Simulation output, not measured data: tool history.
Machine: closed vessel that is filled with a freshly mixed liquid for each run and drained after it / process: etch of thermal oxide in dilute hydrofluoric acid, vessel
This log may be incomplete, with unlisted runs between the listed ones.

run    day  temperature setpoint of the liquid (°C)  parts of water to one part of 49 % hydrofluoric acid (parts by volume)  time in the liquid (s)  thickness taken off the thermal oxide on a monitor wafer (angstrom)
  1  0.000                                     26.0                                                                     220                     330                                                               59.038
  2  0.183                                     25.0                                                                     230                     330                                                               53.887
  3  0.283                                     25.0                                                                     230                     330                                                               53.310
  4  0.571                                     24.0                                                                     235                     330                                                               50.242
  5  0.942                                     24.0                                                                     235                     355                                                               54.223
  6  1.158                                     24.0                                                                     235                     355                                                               54.137
  7  1.379                                     23.0                                                                     240                     355                                                               51.287
  8  1.638                                     22.5                                                                     245                     355                                                               49.035
  9  1.688                                     22.0                                                                     250                     355                                                               46.875
 10  1.875                                     21.5                                                                     255                     355                                                               44.581
 11  2.117                                     21.0                                                                     260                     355                                                               42.682
 12  2.358                                     20.5                                                                     265                     355                                                               41.601
 13  2.483                                     20.0                                                                     270                     355                                                               39.252

Predict the results of run 14:
 14  2.629                                     19.5                                                                     270                     355                                                                    ?

thickness taken off the thermal oxide on a monitor wafer (angstrom): 38.615
